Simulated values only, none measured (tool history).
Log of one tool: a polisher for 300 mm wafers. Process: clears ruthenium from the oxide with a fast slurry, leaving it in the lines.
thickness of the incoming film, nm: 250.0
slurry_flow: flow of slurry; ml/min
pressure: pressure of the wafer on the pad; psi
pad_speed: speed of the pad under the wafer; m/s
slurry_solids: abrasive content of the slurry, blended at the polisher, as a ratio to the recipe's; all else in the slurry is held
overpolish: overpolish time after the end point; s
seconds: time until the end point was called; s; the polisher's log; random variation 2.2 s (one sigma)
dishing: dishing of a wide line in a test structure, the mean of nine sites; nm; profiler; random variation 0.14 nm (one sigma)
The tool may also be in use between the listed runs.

| run | day | slurry_flow | pressure | pad_speed | slurry_solids | overpolish | seconds | dishing |
|---|---|---|---|---|---|---|---|---|
| 1 | 0 | 230 | 3.5 | 0.88 | 1 | 16 | 44.051 | 59.648 |
| 2 | 0.262 | 210 | 3.1 | 0.78 | 0.9 | 14 | 59.092 | 44.683 |
| 3 | 0.429 | 210 | 2.8 | 0.78 | 0.9 | 14 | 64.593 | 41.004 |
| 4 | 0.533 | 175 | 2.8 | 0.78 | 0.9 | 14 | 65.843 | 38.191 |
| 5 | 0.604 | 175 | 2.8 | 0.58 | 0.9 | 14 | 86.779 | 32.572 |
| 6 | 0.917 | 175 | 2.8 | 0.66 | 0.9 | 14 | 77.082 | 36.007 |
| 7 | 1.229 | 165 | 2.5 | 0.6 | 0.8 | 12 | 97.56 | 24.122 |

Forecast run 8:
| 8 | 1.533 | 160 | 2.3 | 0.58 | 0.75 | 10 | ? | ? |

Run 8 gave seconds 111.74 s, dishing 17.664 nm.
